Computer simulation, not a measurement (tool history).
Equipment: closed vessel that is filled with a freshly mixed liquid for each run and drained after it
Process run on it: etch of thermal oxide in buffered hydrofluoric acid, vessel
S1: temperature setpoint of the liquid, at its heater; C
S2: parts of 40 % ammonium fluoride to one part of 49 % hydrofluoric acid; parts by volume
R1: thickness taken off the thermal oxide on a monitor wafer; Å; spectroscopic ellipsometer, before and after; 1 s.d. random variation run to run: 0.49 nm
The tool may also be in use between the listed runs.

Run 1, day 0.000: S1 22.0 C, S2 22.5 parts by volume, time in the liquid (s) 90. Result: R1 429.74 Å.
Run 2, day 0.275: S1 24.0 C, S2 20.5 parts by volume, time in the liquid (s) 90. Result: R1 512.44 Å.
Run 3, day 0.354: S1 24.0 C, S2 20.5 parts by volume, time in the liquid (s) 100. Result: R1 572.44 Å.
Run 4, day 0.671: S1 24.0 C, S2 16.5 parts by volume, time in the liquid (s) 100. Result: R1 702.74 Å.
Run 5, day 0.892: S1 25.0 C, S2 16.5 parts by volume, time in the liquid (s) 100. Result: R1 739.37 Å.
Run 6, day 1.129: S1 26.0 C, S2 16.5 parts by volume, time in the liquid (s) 100. Result: R1 788.08 Å.
Run 7, day 1.225: S1 26.5 C, S2 16.5 parts by volume, time in the liquid (s) 100. Result: R1 809.52 Å.

The next listed run, before its measurement:
Run 8, day 1.583: S1 27.0 C, S2 16.5 parts by volume, time in the liquid (s) 100. Result: R1 ?.

Run 8 yielded R1 826.23 Å.
